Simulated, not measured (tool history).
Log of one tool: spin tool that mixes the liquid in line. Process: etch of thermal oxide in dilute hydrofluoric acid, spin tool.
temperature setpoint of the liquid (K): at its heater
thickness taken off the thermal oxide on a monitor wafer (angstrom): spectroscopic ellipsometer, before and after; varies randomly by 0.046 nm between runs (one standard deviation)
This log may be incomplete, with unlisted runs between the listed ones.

run,hour,temperature setpoint of the liquid (K),parts of water to one part of 49 % hydrofluoric acid (parts by volume),time under the liquid (s),thickness taken off the thermal oxide on a monitor wafer (angstrom)
1,0,296.15,225,95,19.44
2,7,298.15,200,95,24.112
3,8.1,295.15,200,95,21.793
4,16,297.15,180,95,26.297
5,24.9,294.65,180,95,24.355
6,29.6,297.65,180,95,26.65
7,36.3,299.15,165,95,31.71
8,38.5,300.15,160,95,33.216

For run 9, what comes out?
# hour 47: hydrofluoric acid flow meter replaced
9,47,301.15,155,95,?

thickness taken off the thermal oxide on a monitor wafer (angstrom): 32.355
